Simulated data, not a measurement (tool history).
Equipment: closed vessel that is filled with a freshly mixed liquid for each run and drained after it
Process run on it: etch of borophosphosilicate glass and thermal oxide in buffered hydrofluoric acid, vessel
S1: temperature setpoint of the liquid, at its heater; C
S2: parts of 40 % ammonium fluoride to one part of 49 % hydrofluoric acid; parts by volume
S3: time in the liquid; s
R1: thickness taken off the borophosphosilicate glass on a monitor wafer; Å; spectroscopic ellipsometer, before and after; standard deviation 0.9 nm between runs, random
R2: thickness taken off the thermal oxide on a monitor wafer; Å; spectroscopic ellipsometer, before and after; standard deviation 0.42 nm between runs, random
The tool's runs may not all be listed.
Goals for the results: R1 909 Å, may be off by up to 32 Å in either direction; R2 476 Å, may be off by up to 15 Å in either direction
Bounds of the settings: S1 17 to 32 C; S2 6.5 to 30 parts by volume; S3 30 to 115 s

| run | hour | S1 | S2 | S3 | R1 | R2 |
|---|---|---|---|---|---|---|
| 1 | 0 | 24 | 19.5 | 60 | 647.5 | 345.02 |
| 2 | 6.2 | 24 | 24 | 60 | 561.64 | 293.53 |
| 3 | 12.6 | 25 | 24 | 60 | 600.13 | 312.14 |
| 4 | 18.2 | 26.5 | 23.5 | 60 | 642.81 | 338.73 |
| 5 | 22.6 | 27.5 | 23 | 60 | 697.02 | 366.99 |
| 6 | 23.9 | 28.5 | 23 | 60 | 723.35 | 389.21 |
| 7 | 31 | 29 | 22.5 | 60 | 757.7 | 405.65 |
| 8 | 39.4 | 29 | 22.5 | 60 | 767.13 | 409.62 |
| 9 | 41 | 29.5 | 22.5 | 60 | 787.47 | 412.76 |
| 10 | 48 | 30 | 22.5 | 60 | 802.28 | 428.81 |
| 11 | 54.5 | 30 | 22.5 | 60 | 807.01 | 423.63 |
| 12 | 59.1 | 30.5 | 22.5 | 60 | 805.1 | 435.32 |
| 13 | 67.1 | 30.5 | 22 | 60 | 839.06 | 445.98 |
| 14 | 69.2 | 31 | 22 | 60 | 862.69 | 453.87 |

Exactly one of the 4 candidate moves below puts every result within its allowed miss. Which one?
| A | 71.3 | 28.5 | 29 | 80 | ? | ? |
| B | 71.3 | 31.5 | 23.5 | 60 | ? | ? |
| C | 71.3 | 32 | 12.5 | 35 | ? | ? |
| D | 71.3 | 32 | 25.5 | 60 | ? | ? |

| move | R1 | R2 |
|---|---|---|
| A | 838.27 | 435.81 |
| B | 850.17 | 442.35 |
| C | 901.97 | 468.47 |
| D | 825.28 | 429.55 |
A: moves away from the targets compared with the last run
B: moves away from the targets compared with the last run
C: all results in spec
D: moves away from the targets compared with the last run
Go with C: it meets all targets.

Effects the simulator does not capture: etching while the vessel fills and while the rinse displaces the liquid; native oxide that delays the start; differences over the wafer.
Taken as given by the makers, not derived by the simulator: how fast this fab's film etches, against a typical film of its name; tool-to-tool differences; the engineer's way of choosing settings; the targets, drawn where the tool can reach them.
